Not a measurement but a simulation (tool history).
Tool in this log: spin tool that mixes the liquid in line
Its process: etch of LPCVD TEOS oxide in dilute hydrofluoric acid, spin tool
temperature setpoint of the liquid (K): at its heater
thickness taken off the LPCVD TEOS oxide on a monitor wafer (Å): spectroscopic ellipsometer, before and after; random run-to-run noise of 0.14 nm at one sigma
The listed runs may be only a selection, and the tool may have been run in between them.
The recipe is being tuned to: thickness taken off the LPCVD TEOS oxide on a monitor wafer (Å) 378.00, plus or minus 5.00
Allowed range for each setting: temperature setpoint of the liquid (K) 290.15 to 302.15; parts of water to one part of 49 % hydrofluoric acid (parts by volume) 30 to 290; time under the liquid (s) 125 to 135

| run | day | temperature setpoint of the liquid (K) | parts of water to one part of 49 % hydrofluoric acid (parts by volume) | time under the liquid (s) | thickness taken off the LPCVD TEOS oxide on a monitor wafer (Å) |
|---|---|---|---|---|---|
| 1 | 0.000 | 294.15 | 160 | 125 | 190.32 |
| 2 | 0.167 | 294.15 | 130 | 125 | 240.93 |
| 3 | 0.517 | 295.65 | 125 | 125 | 271.02 |
| 4 | 0.758 | 295.65 | 125 | 135 | 290.10 |
| 5 | 0.917 | 297.15 | 125 | 135 | 307.37 |
| 6 | 1.212 | 298.15 | 125 | 135 | 319.20 |
| 7 | 1.458 | 299.15 | 125 | 135 | 335.17 |
| 8 | 1.712 | 299.65 | 125 | 135 | 339.08 |
| 9 | 2.058 | 300.15 | 125 | 135 | 345.18 |
| 10 | 2.133 | 300.65 | 125 | 135 | 355.36 |
| 11 | 2.483 | 301.15 | 125 | 135 | 358.96 |
| 12 | 2.717 | 301.65 | 125 | 135 | 365.73 |
| 13 | 3.025 | 302.15 | 125 | 135 | 371.95 |
| 14 | 3.300 | 302.15 | 120 | 135 | 392.40 |
| 15 | 3.654 | 301.65 | 120 | 135 | 383.74 |

Exercise: of the 4 proposed moves below, exactly one satisfies all targets within the stated allowed misses. Which move is it?
| A | 4.008 | 301.15 | 120 | 135 | ? |
| B | 4.008 | 302.15 | 120 | 135 | ? |
| C | 4.008 | 300.65 | 105 | 125 | ? |
| D | 4.008 | 300.65 | 115 | 135 | ? |

| move | thickness taken off the LPCVD TEOS oxide on a monitor wafer (Å) |
|---|---|
| A | 377.93 |
| B | 392.33 |
| C | 400.24 |
| D | 389.52 |
A: all results land within tolerance of their targets
B: its largest miss is bigger than the last run's
C: its largest miss is bigger than the last run's
D: its largest miss is bigger than the last run's
So the answer is move A, the one that meets all the targets.
